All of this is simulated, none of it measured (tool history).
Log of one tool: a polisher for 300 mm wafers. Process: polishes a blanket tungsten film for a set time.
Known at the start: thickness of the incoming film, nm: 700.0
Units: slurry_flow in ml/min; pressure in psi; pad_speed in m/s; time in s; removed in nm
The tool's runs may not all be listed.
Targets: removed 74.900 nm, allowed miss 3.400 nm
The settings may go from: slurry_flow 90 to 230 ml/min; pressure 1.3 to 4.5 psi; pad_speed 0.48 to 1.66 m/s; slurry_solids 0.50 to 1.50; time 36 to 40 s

| run | hour | slurry_flow | pressure | pad_speed | slurry_solids | time | removed |
|---|---|---|---|---|---|---|---|
| 1 | 0.0 | 150 | 2.9 | 1.06 | 1.00 | 40 | 182.420 |
| 2 | 1.5 | 150 | 2.9 | 1.06 | 1.15 | 40 | 195.420 |
| 3 | 9.3 | 150 | 2.9 | 1.06 | 1.15 | 36 | 175.390 |
| 4 | 16.5 | 150 | 2.6 | 1.00 | 1.15 | 36 | 151.960 |
| 5 | 21.9 | 150 | 2.6 | 1.00 | 1.35 | 36 | 165.570 |
| 6 | 26.5 | 150 | 2.3 | 0.92 | 1.35 | 36 | 140.270 |
| 7 | 30.9 | 150 | 2.1 | 0.86 | 1.35 | 36 | 125.150 |
| 8 | 32.7 | 140 | 1.3 | 0.56 | 1.30 | 36 | 66.219 |
| 9 | 39.9 | 145 | 1.4 | 0.56 | 1.30 | 36 | 66.890 |

5 next moves are on the table. One of them brings every result within its allowed miss. Which?
| A | 47.1 | 140 | 1.5 | 0.58 | 1.30 | 38 | ? |
| B | 47.1 | 160 | 1.3 | 0.50 | 1.20 | 36 | ? |
| C | 47.1 | 110 | 1.3 | 0.58 | 1.30 | 37 | ? |
| D | 47.1 | 155 | 1.5 | 0.60 | 1.45 | 40 | ? |
| E | 47.1 | 135 | 1.3 | 0.48 | 1.35 | 36 | ? |

| move | removed |
|---|---|
| A | 73.580 |
| B | 56.951 |
| C | 64.156 |
| D | 84.283 |
| E | 55.211 |
A: meets every target
B: further off than the last run
C: further off than the last run
D: takes the result that was furthest off past its target
E: further off than the last run
Move A is the one to make.
